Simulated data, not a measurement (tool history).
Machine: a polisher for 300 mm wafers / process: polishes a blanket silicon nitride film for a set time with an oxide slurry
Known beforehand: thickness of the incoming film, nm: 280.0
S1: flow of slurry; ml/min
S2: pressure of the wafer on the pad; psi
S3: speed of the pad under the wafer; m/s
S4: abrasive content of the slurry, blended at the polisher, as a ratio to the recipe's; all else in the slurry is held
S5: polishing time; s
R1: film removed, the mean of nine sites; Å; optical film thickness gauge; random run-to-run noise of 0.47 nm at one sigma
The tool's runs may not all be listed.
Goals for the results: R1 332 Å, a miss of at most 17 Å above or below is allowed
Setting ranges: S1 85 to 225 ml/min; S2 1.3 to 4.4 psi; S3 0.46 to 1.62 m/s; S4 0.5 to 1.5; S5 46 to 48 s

run 1 hour=0 | S1=145 S2=2.8 S3=1.04 S4=1 S5=46 | R1=202.42
run 2 hour=2.5 | S1=130 S2=2.8 S3=1.04 S4=1 S5=46 | R1=198.72
run 3 hour=4.6 | S1=130 S2=2.8 S3=1.04 S4=1 S5=46 | R1=203.96
run 4 hour=10.2 | S1=130 S2=2.8 S3=1.04 S4=1 S5=48 | R1=206.48
run 5 hour=12.3 | S1=130 S2=2.8 S3=1.04 S4=1 S5=48 | R1=209.06
run 6 hour=14.7 | S1=130 S2=3.2 S3=1.06 S4=1 S5=48 | R1=239.9
run 7 hour=18.4 | S1=130 S2=3.5 S3=1.08 S4=1 S5=48 | R1=265.96
run 8 hour=26.4 | S1=130 S2=3.7 S3=1.1 S4=1 S5=48 | R1=288.17
run 9 hour=34 | S1=130 S2=3.8 S3=1.1 S4=1 S5=48 | R1=289.88
run 10 hour=38.9 | S1=130 S2=3.9 S3=1.1 S4=1 S5=48 | R1=299.07
run 11 hour=44.1 | S1=130 S2=3.9 S3=1.1 S4=1 S5=48 | R1=303.55
run 12 hour=46.9 | S1=130 S2=4 S3=1.1 S4=1 S5=48 | R1=304.63

Which one of the following 4 next-run settings gets every result inside its allowed miss? There is exactly one.
run A hour=49.7 | S1=130 S2=4.1 S3=0.98 S4=1.05 S5=48 | R1=?
run B hour=49.7 | S1=135 S2=3.9 S3=1.16 S4=1.05 S5=48 | R1=?
run C hour=49.7 | S1=140 S2=4.2 S3=1.28 S4=1.05 S5=48 | R1=?
run D hour=49.7 | S1=180 S2=4.4 S3=1.54 S4=0.65 S5=48 | R1=?

move=A R1=300.75
move=B R1=329.77
move=C R1=385.87
move=D R1=374.9
A: its largest miss is bigger than the last run's
B: every result lands within tolerance
C: moves the result that the last run missed by most past its target, out the other side
D: moves the result that the last run missed by most past its target, out the other side
Correct choice: B, which meets every target

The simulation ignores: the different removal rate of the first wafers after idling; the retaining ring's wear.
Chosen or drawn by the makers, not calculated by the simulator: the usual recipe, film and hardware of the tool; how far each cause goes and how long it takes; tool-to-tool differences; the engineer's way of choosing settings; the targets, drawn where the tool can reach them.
